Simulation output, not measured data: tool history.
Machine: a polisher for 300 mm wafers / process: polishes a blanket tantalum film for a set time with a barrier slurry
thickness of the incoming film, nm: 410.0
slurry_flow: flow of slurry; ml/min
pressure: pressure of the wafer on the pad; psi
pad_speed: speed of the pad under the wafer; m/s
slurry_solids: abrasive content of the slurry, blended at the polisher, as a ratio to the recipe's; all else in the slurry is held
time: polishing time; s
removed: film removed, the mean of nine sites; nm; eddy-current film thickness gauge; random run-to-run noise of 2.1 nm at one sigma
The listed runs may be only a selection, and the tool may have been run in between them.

run,hour,slurry_flow,pressure,pad_speed,slurry_solids,time,removed
1,0,195,2.4,1.18,1,38,102.5
2,6.6,195,2.4,1.06,1,38,95.505
3,8.4,195,2.7,1.08,1,38,109.19
4,10.1,195,2.9,1.08,1,38,115.84
5,13.6,195,3.1,1.1,1,38,126.68
6,17.9,195,3.3,1.1,1,38,136.82

What does the tool deliver on the next run?
7,20.4,195,3.4,1.12,1,38,?

{"run 7": {"removed": 141.68}}

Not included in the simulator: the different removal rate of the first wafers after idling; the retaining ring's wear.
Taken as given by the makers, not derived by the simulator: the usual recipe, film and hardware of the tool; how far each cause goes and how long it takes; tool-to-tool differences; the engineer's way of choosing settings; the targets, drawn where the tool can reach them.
